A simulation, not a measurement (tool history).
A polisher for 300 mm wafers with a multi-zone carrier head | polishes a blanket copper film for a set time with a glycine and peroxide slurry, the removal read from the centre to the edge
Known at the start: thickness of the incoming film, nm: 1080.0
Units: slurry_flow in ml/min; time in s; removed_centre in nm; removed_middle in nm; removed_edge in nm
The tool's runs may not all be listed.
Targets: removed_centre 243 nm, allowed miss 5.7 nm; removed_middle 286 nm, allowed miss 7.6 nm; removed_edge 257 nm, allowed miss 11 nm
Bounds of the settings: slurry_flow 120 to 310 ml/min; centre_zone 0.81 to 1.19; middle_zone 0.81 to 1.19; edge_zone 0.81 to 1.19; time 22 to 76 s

run 1 hour=0 | slurry_flow=200 centre_zone=1 middle_zone=1 edge_zone=1 time=49 | removed_centre=294.59 removed_middle=298.05 removed_edge=290.81
run 2 hour=6.2 | slurry_flow=190 centre_zone=0.98 middle_zone=1 edge_zone=0.98 time=49 | removed_centre=285.93 removed_middle=295.54 removed_edge=288.99
run 3 hour=6.9 | slurry_flow=185 centre_zone=0.97 middle_zone=1.01 edge_zone=0.96 time=49 | removed_centre=282.45 removed_middle=300.6 removed_edge=288.17
run 4 hour=12.6 | slurry_flow=220 centre_zone=0.97 middle_zone=1.01 edge_zone=0.96 time=49 | removed_centre=290.41 removed_middle=307.49 removed_edge=288.12
run 5 hour=15.8 | slurry_flow=220 centre_zone=0.97 middle_zone=1.01 edge_zone=0.96 time=38 | removed_centre=225.51 removed_middle=240.1 removed_edge=220.65
run 6 hour=21.3 | slurry_flow=220 centre_zone=0.97 middle_zone=1.03 edge_zone=0.99 time=39 | removed_centre=229.8 removed_middle=245.48 removed_edge=231.9
run 7 hour=25.3 | slurry_flow=225 centre_zone=0.97 middle_zone=1.05 edge_zone=1 time=39 | removed_centre=232.85 removed_middle=253.46 removed_edge=233.89
run 8 hour=27.8 | slurry_flow=230 centre_zone=0.97 middle_zone=1.07 edge_zone=1.01 time=39 | removed_centre=231.24 removed_middle=254.39 removed_edge=236.75
run 9 hour=36.2 | slurry_flow=235 centre_zone=0.97 middle_zone=1.09 edge_zone=1.02 time=39 | removed_centre=231.47 removed_middle=261.27 removed_edge=234.86

4 next moves are on the table. One of them brings every result within its allowed miss. Which?
run A hour=44.6 | slurry_flow=200 centre_zone=0.92 middle_zone=0.97 edge_zone=1.11 time=46 | removed_centre=? removed_middle=? removed_edge=?
run B hour=44.6 | slurry_flow=160 centre_zone=0.95 middle_zone=1.11 edge_zone=1.03 time=44 | removed_centre=? removed_middle=? removed_edge=?
run C hour=44.6 | slurry_flow=275 centre_zone=0.86 middle_zone=1.09 edge_zone=1.19 time=42 | removed_centre=? removed_middle=? removed_edge=?
run D hour=44.6 | slurry_flow=230 centre_zone=1.1 middle_zone=1.13 edge_zone=1.06 time=38 | removed_centre=? removed_middle=? removed_edge=?

move=A removed_centre=253.8 removed_middle=273.62 removed_edge=282.58
move=B removed_centre=242.57 removed_middle=284.61 removed_edge=254.12
move=C removed_centre=225.48 removed_middle=285.95 removed_edge=274.33
move=D removed_centre=256.05 removed_middle=261.5 removed_edge=230.48
A: nearer than the last run, and not there yet
B: meets every target
C: brings the result that was furthest off to its target, and leaves another outside
D: as far off as the last run
The right move is B.
